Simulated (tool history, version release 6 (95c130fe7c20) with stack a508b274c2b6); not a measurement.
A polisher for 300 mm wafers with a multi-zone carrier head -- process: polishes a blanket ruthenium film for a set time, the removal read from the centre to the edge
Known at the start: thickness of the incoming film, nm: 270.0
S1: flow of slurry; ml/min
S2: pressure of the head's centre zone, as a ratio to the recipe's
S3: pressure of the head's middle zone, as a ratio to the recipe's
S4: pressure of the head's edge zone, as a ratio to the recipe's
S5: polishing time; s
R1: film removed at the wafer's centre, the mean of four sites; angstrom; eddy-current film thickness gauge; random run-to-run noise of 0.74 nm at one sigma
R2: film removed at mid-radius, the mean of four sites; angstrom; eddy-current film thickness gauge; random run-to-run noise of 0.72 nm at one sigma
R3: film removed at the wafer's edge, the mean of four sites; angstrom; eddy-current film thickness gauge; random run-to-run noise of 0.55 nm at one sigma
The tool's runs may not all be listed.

run,hour,S1,S2,S3,S4,S5,R1,R2,R3
1,0.0,210,1.00,1.00,1.00,47,566.21,555.05,548.77
2,2.7,210,1.00,1.00,1.00,58,694.20,674.44,681.66
3,5.6,210,1.07,1.00,1.00,58,735.18,670.56,675.64
4,13.9,215,1.06,1.00,1.01,58,732.29,672.48,685.17
5,16.8,215,1.02,1.00,1.01,58,714.66,675.27,694.81
6,22.5,215,0.97,1.00,1.01,58,682.01,679.84,681.60
7,26.4,220,0.96,1.00,1.02,58,693.96,681.33,697.59

Run 8 is up next; what results do you expect?
8,34.8,220,0.95,1.01,1.03,58,?,?,?

R1: 665.57 angstrom
R2: 688.43 angstrom
R3: 687.48 angstrom
